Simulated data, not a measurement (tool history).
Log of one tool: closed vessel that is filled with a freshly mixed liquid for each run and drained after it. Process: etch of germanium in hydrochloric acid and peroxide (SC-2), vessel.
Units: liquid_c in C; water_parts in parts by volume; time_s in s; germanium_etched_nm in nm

run	hour	liquid_c	water_parts	time_s	germanium_etched_nm
1	0.0	54.0	9	90	180.14
2	8.7	54.0	9	90	180.41
3	17.2	57.0	9	90	196.58
4	25.9	63.0	9	90	234.37
5	27.0	61.5	9	90	227.26
6	35.4	60.5	9	90	220.65
7	37.7	59.5	9	90	213.37

Forecast run 8:
8	38.7	59.0	9	90	?

{"run 8": {"germanium_etched_nm": 211.71}}

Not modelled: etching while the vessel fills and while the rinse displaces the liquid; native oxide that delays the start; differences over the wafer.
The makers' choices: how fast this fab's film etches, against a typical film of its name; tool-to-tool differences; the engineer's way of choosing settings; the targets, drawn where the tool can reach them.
